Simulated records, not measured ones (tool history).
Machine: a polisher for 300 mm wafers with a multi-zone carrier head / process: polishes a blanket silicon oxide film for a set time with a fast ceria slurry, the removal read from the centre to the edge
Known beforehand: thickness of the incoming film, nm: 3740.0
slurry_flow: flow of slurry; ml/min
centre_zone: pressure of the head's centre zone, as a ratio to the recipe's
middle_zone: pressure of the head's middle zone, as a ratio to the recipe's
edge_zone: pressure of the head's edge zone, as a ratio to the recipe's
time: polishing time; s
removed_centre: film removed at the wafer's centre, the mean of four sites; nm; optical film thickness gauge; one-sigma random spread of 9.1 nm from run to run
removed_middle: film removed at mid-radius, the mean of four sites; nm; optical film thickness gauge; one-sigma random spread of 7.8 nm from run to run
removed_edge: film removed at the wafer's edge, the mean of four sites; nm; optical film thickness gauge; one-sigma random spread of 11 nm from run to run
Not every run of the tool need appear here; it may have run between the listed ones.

run 1 day=0.000 | slurry_flow=205 centre_zone=1.00 middle_zone=1.00 edge_zone=1.00 time=77 | removed_centre=1167.8 removed_middle=1190.0 removed_edge=1220.7
run 2 day=0.196 | slurry_flow=225 centre_zone=1.00 middle_zone=1.00 edge_zone=1.00 time=77 | removed_centre=1188.9 removed_middle=1193.5 removed_edge=1218.5
run 3 day=0.396 | slurry_flow=225 centre_zone=1.00 middle_zone=1.00 edge_zone=1.00 time=95 | removed_centre=1518.2 removed_middle=1498.3 removed_edge=1473.9
run 4 day=0.512 | slurry_flow=230 centre_zone=0.98 middle_zone=1.01 edge_zone=0.98 time=91 | removed_centre=1390.6 removed_middle=1451.8 removed_edge=1431.5
run 5 day=0.692 | slurry_flow=230 centre_zone=0.98 middle_zone=1.01 edge_zone=0.95 time=91 | removed_centre=1396.3 removed_middle=1435.8 removed_edge=1406.6
run 6 day=0.958 | slurry_flow=235 centre_zone=0.98 middle_zone=1.03 edge_zone=0.93 time=87 | removed_centre=1335.6 removed_middle=1418.0 removed_edge=1342.0
run 7 day=1.200 | slurry_flow=240 centre_zone=0.97 middle_zone=1.04 edge_zone=0.91 time=84 | removed_centre=1286.2 removed_middle=1377.6 removed_edge=1263.0
run 8 day=1.408 | slurry_flow=240 centre_zone=0.96 middle_zone=1.04 edge_zone=0.90 time=82 | removed_centre=1242.4 removed_middle=1347.3 removed_edge=1236.0

What does the tool deliver on the next run?
run 9 day=1.758 | slurry_flow=240 centre_zone=0.95 middle_zone=1.04 edge_zone=0.89 time=80 | removed_centre=? removed_middle=? removed_edge=?

Run 9 came out at removed_centre 1199.3 nm, removed_middle 1319.0 nm, removed_edge 1231.5 nm.

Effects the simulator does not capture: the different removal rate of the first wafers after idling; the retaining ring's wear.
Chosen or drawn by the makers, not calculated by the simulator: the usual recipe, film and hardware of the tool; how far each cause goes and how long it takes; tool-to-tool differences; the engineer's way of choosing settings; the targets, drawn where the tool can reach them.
